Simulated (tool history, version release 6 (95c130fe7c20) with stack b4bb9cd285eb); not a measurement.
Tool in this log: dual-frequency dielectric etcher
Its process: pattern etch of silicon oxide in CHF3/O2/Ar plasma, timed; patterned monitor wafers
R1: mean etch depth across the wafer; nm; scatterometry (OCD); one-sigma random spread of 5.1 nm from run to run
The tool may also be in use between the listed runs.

Run 1, hour 0.0: source power (kW) 0.660, bias power (kW) 0.132, etch time (s) 650.0. Result: R1 1283.6 nm.
Run 2, hour 5.0: source power (kW) 0.680, bias power (kW) 0.134, etch time (s) 650.5. Result: R1 1290.9 nm.
Run 3, hour 11.2: source power (kW) 0.700, bias power (kW) 0.137, etch time (s) 652.0. Result: R1 1331.6 nm.
Run 4, hour 14.0: source power (kW) 0.700, bias power (kW) 0.126, etch time (s) 652.0. Result: R1 1294.7 nm.
Run 5, hour 15.1: source power (kW) 0.720, bias power (kW) 0.128, etch time (s) 652.5. Result: R1 1310.1 nm.
Run 6, hour 16.8: source power (kW) 0.780, bias power (kW) 0.128, etch time (s) 652.5. Result: R1 1346.5 nm.

Run 7 is up next; what results do you expect?
Run 7, hour 22.8: source power (kW) 0.790, bias power (kW) 0.130, etch time (s) 653.0. Result: R1 ?.

R1: 1359.2 nm

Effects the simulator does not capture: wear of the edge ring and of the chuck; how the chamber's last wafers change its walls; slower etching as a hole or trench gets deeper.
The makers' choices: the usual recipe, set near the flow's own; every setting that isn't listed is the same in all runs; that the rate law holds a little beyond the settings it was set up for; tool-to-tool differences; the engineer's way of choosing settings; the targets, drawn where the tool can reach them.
